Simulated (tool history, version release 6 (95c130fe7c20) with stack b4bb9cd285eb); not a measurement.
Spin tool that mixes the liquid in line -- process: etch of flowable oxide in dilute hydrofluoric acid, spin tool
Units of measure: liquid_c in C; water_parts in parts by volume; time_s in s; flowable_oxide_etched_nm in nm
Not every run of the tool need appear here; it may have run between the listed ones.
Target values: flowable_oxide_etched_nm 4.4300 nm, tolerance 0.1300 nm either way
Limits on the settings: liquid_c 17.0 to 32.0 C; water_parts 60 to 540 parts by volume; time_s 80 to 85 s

run 1 day=0.000 | liquid_c=24.0 water_parts=300 time_s=80 | flowable_oxide_etched_nm=9.6056
run 2 day=0.088 | liquid_c=22.5 water_parts=325 time_s=80 | flowable_oxide_etched_nm=8.2035
run 3 day=0.375 | liquid_c=22.5 water_parts=260 time_s=80 | flowable_oxide_etched_nm=10.9940
run 4 day=0.562 | liquid_c=22.5 water_parts=260 time_s=80 | flowable_oxide_etched_nm=10.9670
run 5 day=0.588 | liquid_c=20.0 water_parts=260 time_s=80 | flowable_oxide_etched_nm=10.1660
run 6 day=0.717 | liquid_c=20.0 water_parts=260 time_s=80 | flowable_oxide_etched_nm=9.8770
run 7 day=0.854 | liquid_c=19.5 water_parts=290 time_s=80 | flowable_oxide_etched_nm=8.6403
run 8 day=0.946 | liquid_c=17.0 water_parts=410 time_s=80 | flowable_oxide_etched_nm=5.0173
run 9 day=1.254 | liquid_c=17.0 water_parts=415 time_s=80 | flowable_oxide_etched_nm=4.9792
run 10 day=1.375 | liquid_c=17.0 water_parts=420 time_s=80 | flowable_oxide_etched_nm=4.8645

Exactly one of the 5 candidate moves below puts every result within its allowed miss. Which one?
run A day=1.496 | liquid_c=17.0 water_parts=450 time_s=85 | flowable_oxide_etched_nm=?
run B day=1.496 | liquid_c=17.0 water_parts=385 time_s=80 | flowable_oxide_etched_nm=?
run C day=1.496 | liquid_c=17.0 water_parts=435 time_s=85 | flowable_oxide_etched_nm=?
run D day=1.496 | liquid_c=18.0 water_parts=460 time_s=80 | flowable_oxide_etched_nm=?
run E day=1.496 | liquid_c=18.0 water_parts=415 time_s=80 | flowable_oxide_etched_nm=?

move=A flowable_oxide_etched_nm=4.7343
move=B flowable_oxide_etched_nm=5.4743
move=C flowable_oxide_etched_nm=4.9533
move=D flowable_oxide_etched_nm=4.4802
move=E flowable_oxide_etched_nm=5.1417
A: nearer the targets than the last run, but a result is still out of spec
B: its largest miss is bigger than the last run's
C: its largest miss is bigger than the last run's
D: in spec on every target
E: its largest miss is bigger than the last run's
D meets every target.
